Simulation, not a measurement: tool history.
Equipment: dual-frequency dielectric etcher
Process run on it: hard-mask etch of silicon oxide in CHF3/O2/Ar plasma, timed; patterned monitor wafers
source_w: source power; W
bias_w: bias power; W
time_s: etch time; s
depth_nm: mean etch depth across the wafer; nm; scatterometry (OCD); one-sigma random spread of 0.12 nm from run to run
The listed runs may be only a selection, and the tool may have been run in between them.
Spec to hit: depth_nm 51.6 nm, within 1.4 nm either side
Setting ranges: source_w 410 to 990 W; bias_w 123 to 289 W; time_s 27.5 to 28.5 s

run	hour	source_w	bias_w	time_s	depth_nm
1	0	700	206	27.5	59.798
2	1	700	206	27.5	59.717
3	7.6	630	199	27.5	57.247
4	11.5	630	199	27.5	57.374
5	13.2	630	174	27.5	54.422
6	17	630	192	27.5	56.516
7	18.9	590	186	27.5	54.585
8	21.7	560	183	27.5	53.462

Exercise: of the 4 proposed moves below, exactly one satisfies all targets within the stated allowed misses. Which move is it?
A	24.5	490	190	27.5	?
B	24.5	590	183	28	?
C	24.5	610	178	27.5	?
D	24.5	500	197	28	?

move	depth_nm
A	52.227
B	55.429
C	54.45
D	54.205
A: all results land within tolerance of their targets
B: moves away from the targets compared with the last run
C: moves away from the targets compared with the last run
D: moves away from the targets compared with the last run
The right move is A.
